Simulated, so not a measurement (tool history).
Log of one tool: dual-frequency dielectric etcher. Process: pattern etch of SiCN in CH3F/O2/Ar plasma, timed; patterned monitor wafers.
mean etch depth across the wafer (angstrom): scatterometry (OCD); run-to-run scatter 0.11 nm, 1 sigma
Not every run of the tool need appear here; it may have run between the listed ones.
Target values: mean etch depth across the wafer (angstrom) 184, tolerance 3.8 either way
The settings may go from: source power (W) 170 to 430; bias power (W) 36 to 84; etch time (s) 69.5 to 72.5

run	hour	source power (W)	bias power (W)	etch time (s)	mean etch depth across the wafer (angstrom)
1	0	300	60	69.5	215.05
2	7.1	280	59	69.5	209.38
3	8.9	230	59	69.5	193.17
4	15.3	250	59	69.5	199.31
5	22.2	240	59	69.5	196.68
6	27.3	240	59	69.5	197.56
7	29.7	230	59	69.5	193.27
8	36.4	220	59	69.5	189.44

5 candidate next runs follow, results not yet known. Just one meets every target within its allowed miss. Identify it.
A	43.1	210	58	72	?
B	43.1	200	58	69.5	?
C	43.1	190	68	71.5	?
D	43.1	230	56	69.5	?
E	43.1	230	59	70	?

move	mean etch depth across the wafer (angstrom)
A	192.77
B	182.88
C	194.53
D	190.12
E	194.63
A: moves away from the targets compared with the last run
B: every result lands within tolerance
C: moves away from the targets compared with the last run
D: moves away from the targets compared with the last run
E: moves away from the targets compared with the last run
Go with B: it meets all targets.

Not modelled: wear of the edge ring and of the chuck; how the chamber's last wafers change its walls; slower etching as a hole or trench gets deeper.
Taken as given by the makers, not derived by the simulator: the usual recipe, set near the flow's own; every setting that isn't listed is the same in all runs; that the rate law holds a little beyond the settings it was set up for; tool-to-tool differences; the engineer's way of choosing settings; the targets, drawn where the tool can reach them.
